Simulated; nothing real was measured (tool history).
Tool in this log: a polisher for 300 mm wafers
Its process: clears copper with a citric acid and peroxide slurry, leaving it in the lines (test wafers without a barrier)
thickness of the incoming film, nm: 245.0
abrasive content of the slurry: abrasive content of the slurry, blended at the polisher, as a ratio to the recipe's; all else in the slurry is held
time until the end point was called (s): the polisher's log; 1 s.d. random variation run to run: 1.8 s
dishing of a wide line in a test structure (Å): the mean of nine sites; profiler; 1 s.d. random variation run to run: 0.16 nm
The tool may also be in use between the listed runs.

run	hour	flow of slurry (ml/min)	pressure of the wafer on the pad (kPa)	speed of the pad under the wafer (m/s)	abrasive content of the slurry	overpolish time after the end point (s)	time until the end point was called (s)	dishing of a wide line in a test structure (Å)
1	0.0	300	20.0	1.10	1.00	14	90.123	230.50
2	0.8	375	20.0	1.10	1.00	14	87.483	242.53
3	6.0	370	17.9	1.10	1.00	13	94.180	209.36
4	12.2	370	20.7	1.10	1.00	13	86.946	225.93
5	14.2	370	20.7	1.10	1.15	13	83.828	229.71
6	21.0	370	20.7	1.10	1.25	13	84.635	236.09
7	28.3	365	17.9	1.10	1.25	13	90.872	215.97
8	33.9	365	15.9	1.08	1.25	13	101.690	196.53

What does the tool deliver on the next run?
9	38.8	365	14.5	1.08	1.25	13	?	?

time until the end point was called (s): 106.710
dishing of a wide line in a test structure (Å): 186.71

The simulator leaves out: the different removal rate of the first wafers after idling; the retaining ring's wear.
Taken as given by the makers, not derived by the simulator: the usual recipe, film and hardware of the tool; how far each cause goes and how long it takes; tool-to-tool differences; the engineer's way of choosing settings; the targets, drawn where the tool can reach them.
